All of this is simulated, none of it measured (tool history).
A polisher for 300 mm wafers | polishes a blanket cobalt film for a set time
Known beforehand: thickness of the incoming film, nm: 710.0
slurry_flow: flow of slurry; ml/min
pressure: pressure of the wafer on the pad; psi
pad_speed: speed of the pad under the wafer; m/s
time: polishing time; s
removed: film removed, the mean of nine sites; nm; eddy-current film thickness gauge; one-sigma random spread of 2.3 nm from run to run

| run | hour | slurry_flow | pressure | pad_speed | time | removed |
|---|---|---|---|---|---|---|
| 1 | 0.0 | 275 | 1.9 | 1.18 | 54 | 353.45 |
| 2 | 5.2 | 240 | 1.9 | 1.18 | 54 | 354.07 |
| 3 | 10.0 | 240 | 1.6 | 1.18 | 54 | 296.13 |
| 4 | 17.8 | 240 | 1.6 | 1.18 | 56 | 303.23 |
| 5 | 22.2 | 240 | 1.6 | 1.18 | 56 | 305.83 |
| 6 | 23.9 | 240 | 1.5 | 1.18 | 56 | 286.19 |
| 7 | 28.8 | 240 | 1.4 | 1.18 | 56 | 271.76 |
| 8 | 32.3 | 240 | 1.3 | 1.18 | 56 | 265.17 |
| 9 | 35.4 | 240 | 1.3 | 1.16 | 56 | 251.03 |
| 10 | 38.0 | 240 | 1.1 | 1.12 | 56 | 215.61 |
| 11 | 42.9 | 240 | 1.0 | 1.12 | 56 | 196.31 |

Run 12 comes next. What will it give?
| 12 | 46.6 | 240 | 0.9 | 1.12 | 56 | ? |

{"run 12": {"removed": 180.03}}
